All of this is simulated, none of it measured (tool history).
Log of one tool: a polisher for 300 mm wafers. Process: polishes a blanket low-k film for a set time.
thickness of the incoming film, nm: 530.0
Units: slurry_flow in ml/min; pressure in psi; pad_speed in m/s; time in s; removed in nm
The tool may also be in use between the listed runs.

run	hour	slurry_flow	pressure	pad_speed	slurry_solids	time	removed
1	0	165	2.4	0.94	1	34	17.422
2	2.6	165	2.9	0.94	1	34	20.863
3	11.1	160	2.6	0.94	1	34	18.633
4	13.5	155	2.3	0.94	1	34	16.566
5	17.3	150	2.1	0.94	1	34	15.039
6	20.4	150	2.1	0.94	0.85	34	13.972
7	26.8	145	2	0.94	0.85	34	13.316

Run 8 comes next. What will it give?
8	29.2	125	1.6	0.94	0.85	34	?

{"run 8": {"removed": 10.336}}

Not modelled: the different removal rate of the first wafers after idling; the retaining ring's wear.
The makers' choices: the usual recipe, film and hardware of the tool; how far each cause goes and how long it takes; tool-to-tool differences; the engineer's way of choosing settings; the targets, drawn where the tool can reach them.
